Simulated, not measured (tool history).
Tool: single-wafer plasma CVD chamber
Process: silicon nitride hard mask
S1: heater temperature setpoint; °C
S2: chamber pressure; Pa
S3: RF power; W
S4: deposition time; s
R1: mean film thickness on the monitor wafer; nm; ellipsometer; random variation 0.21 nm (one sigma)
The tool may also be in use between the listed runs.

| run | hour | S1 | S2 | S3 | S4 | R1 |
|---|---|---|---|---|---|---|
| 1 | 0 | 395 | 203 | 315 | 24.3 | 31.493 |
| 2 | 5.5 | 395 | 236 | 315 | 24.3 | 33.172 |
| 3 | 7.1 | 395 | 221 | 315 | 24.3 | 32.575 |
| 4 | 15 | 404 | 221 | 315 | 24.3 | 32.398 |
| 5 | 21.2 | 404 | 221 | 300 | 24.3 | 31.462 |
| 6 | 29.6 | 399 | 221 | 300 | 24.3 | 31.632 |
| 7 | 37 | 399 | 233 | 310 | 24.3 | 32.618 |
| 8 | 43.9 | 399 | 241 | 320 | 24.3 | 33.575 |
| 9 | 47.8 | 399 | 248 | 330 | 24.3 | 34.906 |
| 10 | 49.9 | 399 | 253 | 335 | 24.3 | 35.153 |

Estimate the outcome of run 11 from the log above:
| 11 | 52.3 | 399 | 259 | 340 | 24.3 | ? |

Run 11 gave R1 35.844 nm.

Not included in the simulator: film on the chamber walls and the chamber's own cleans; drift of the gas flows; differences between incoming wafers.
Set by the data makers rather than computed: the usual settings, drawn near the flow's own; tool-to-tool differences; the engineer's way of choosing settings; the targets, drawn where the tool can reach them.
